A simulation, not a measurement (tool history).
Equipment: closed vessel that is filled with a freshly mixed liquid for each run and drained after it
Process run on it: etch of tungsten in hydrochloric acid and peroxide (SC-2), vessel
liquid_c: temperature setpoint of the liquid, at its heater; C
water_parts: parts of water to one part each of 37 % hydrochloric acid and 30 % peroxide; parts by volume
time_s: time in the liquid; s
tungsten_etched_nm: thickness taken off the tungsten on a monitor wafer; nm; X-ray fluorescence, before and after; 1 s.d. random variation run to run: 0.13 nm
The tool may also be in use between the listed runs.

{"run": 1, "hour": 0.0, "liquid_c": 47.0, "water_parts": 8.5, "time_s": 330, "tungsten_etched_nm": 39.703}
{"run": 2, "hour": 7.5, "liquid_c": 47.0, "water_parts": 8.5, "time_s": 330, "tungsten_etched_nm": 40.497}
{"run": 3, "hour": 9.8, "liquid_c": 44.0, "water_parts": 8.5, "time_s": 330, "tungsten_etched_nm": 32.752}
{"run": 4, "hour": 17.7, "liquid_c": 42.0, "water_parts": 8.5, "time_s": 330, "tungsten_etched_nm": 28.491}
{"run": 5, "hour": 25.2, "liquid_c": 42.0, "water_parts": 6.5, "time_s": 330, "tungsten_etched_nm": 35.226}
{"run": 6, "hour": 33.9, "liquid_c": 42.0, "water_parts": 6.5, "time_s": 330, "tungsten_etched_nm": 34.574}
{"run": 7, "hour": 39.5, "liquid_c": 42.0, "water_parts": 6.5, "time_s": 330, "tungsten_etched_nm": 35.322}
{"run": 8, "hour": 46.4, "liquid_c": 40.0, "water_parts": 7.0, "time_s": 330, "tungsten_etched_nm": 28.838}
{"run": 9, "hour": 48.1, "liquid_c": 38.5, "water_parts": 7.0, "time_s": 330, "tungsten_etched_nm": 25.759}
{"run": 10, "hour": 49.0, "liquid_c": 37.5, "water_parts": 7.0, "time_s": 330, "tungsten_etched_nm": 23.845}
{"run": 11, "hour": 50.5, "liquid_c": 37.0, "water_parts": 7.0, "time_s": 330, "tungsten_etched_nm": 23.008}
{"run": 12, "hour": 52.9, "liquid_c": 36.5, "water_parts": 7.0, "time_s": 330, "tungsten_etched_nm": 22.572}

What does the tool deliver on the next run?
{"run": 13, "hour": 60.0, "liquid_c": 36.0, "water_parts": 7.0, "time_s": 330, "tungsten_etched_nm": "?"}

Run 13 came out at tungsten_etched_nm 21.598 nm.

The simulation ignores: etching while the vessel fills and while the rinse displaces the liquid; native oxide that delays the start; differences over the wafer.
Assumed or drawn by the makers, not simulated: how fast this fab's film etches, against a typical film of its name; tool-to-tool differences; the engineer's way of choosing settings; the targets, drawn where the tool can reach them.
